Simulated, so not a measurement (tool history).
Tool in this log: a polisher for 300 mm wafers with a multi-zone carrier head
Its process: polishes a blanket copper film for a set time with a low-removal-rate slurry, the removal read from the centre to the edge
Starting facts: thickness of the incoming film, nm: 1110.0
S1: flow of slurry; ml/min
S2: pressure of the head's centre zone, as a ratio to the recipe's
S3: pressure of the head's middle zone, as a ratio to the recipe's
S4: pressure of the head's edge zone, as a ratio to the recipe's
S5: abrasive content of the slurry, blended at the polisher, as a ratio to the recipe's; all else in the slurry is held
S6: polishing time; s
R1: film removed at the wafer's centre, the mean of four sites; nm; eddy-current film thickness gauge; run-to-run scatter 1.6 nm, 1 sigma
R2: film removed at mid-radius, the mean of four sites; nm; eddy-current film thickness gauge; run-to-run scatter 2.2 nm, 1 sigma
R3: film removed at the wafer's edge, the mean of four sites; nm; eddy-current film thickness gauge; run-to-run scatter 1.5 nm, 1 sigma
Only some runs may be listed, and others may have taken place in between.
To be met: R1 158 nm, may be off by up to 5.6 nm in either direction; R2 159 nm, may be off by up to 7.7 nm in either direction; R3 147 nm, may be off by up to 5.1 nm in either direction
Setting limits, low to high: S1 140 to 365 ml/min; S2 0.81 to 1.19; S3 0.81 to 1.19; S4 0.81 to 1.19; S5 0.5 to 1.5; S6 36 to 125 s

{"run": 1, "day": 0.0, "S1": 235, "S2": 1, "S3": 1, "S4": 1, "S5": 1, "S6": 80, "R1": 222.94, "R2": 217.94, "R3": 214.13}
{"run": 2, "day": 0.279, "S1": 235, "S2": 0.99, "S3": 1, "S4": 0.98, "S5": 0.9, "S6": 77, "R1": 208.58, "R2": 201.15, "R3": 200.22}
{"run": 3, "day": 0.608, "S1": 235, "S2": 0.99, "S3": 1, "S4": 0.9, "S5": 0.9, "S6": 77, "R1": 212.46, "R2": 202.78, "R3": 191.58}
{"run": 4, "day": 0.954, "S1": 235, "S2": 0.98, "S3": 1, "S4": 0.89, "S5": 0.85, "S6": 74, "R1": 196.13, "R2": 189.22, "R3": 176.36}
{"run": 5, "day": 0.988, "S1": 235, "S2": 0.96, "S3": 0.99, "S4": 0.88, "S5": 0.8, "S6": 74, "R1": 190.68, "R2": 192.49, "R3": 174.05}
{"run": 6, "day": 1.271, "S1": 235, "S2": 0.91, "S3": 0.99, "S4": 0.88, "S5": 0.8, "S6": 74, "R1": 181.51, "R2": 189.41, "R3": 176.56}
{"run": 7, "day": 1.525, "S1": 230, "S2": 0.91, "S3": 0.98, "S4": 0.87, "S5": 0.75, "S6": 73, "R1": 177.4, "R2": 183.99, "R3": 172.88}
{"run": 8, "day": 1.808, "S1": 230, "S2": 0.91, "S3": 0.98, "S4": 0.86, "S5": 0.7, "S6": 72, "R1": 172.99, "R2": 178.05, "R3": 167.12}
{"run": 9, "day": 1.988, "S1": 230, "S2": 0.91, "S3": 0.98, "S4": 0.85, "S5": 0.65, "S6": 71, "R1": 166.52, "R2": 169.87, "R3": 163.64}
{"run": 10, "day": 2.338, "S1": 230, "S2": 0.92, "S3": 0.99, "S4": 0.84, "S5": 0.65, "S6": 70, "R1": 166.66, "R2": 167.81, "R3": 159.28}

4 candidate next runs follow, results not yet known. Just one meets every target within its allowed miss. Identify it.
{"run": "A", "day": 2.688, "S1": 230, "S2": 0.97, "S3": 0.93, "S4": 0.81, "S5": 0.65, "S6": 69, "R1": "?", "R2": "?", "R3": "?"}
{"run": "B", "day": 2.688, "S1": 270, "S2": 0.89, "S3": 1.07, "S4": 0.81, "S5": 0.75, "S6": 66, "R1": "?", "R2": "?", "R3": "?"}
{"run": "C", "day": 2.688, "S1": 270, "S2": 1, "S3": 1.09, "S4": 0.81, "S5": 1.5, "S6": 52, "R1": "?", "R2": "?", "R3": "?"}
{"run": "D", "day": 2.688, "S1": 210, "S2": 0.93, "S3": 0.98, "S4": 0.81, "S5": 0.6, "S6": 67, "R1": "?", "R2": "?", "R3": "?"}

move=A R1=173.32 R2=162.1 R3=150.19
move=B R1=158.28 R2=181.34 R3=148.38
move=C R1=159.12 R2=164.56 R3=132.58
move=D R1=157.78 R2=161.02 R3=142.98
A: brings the result that was furthest off to its target, and leaves another outside
B: brings the result that was furthest off to its target, and leaves another outside
C: pushes the last run's worst result past its target
D: each result inside its tolerance
So the answer is move D, the one that meets all the targets.

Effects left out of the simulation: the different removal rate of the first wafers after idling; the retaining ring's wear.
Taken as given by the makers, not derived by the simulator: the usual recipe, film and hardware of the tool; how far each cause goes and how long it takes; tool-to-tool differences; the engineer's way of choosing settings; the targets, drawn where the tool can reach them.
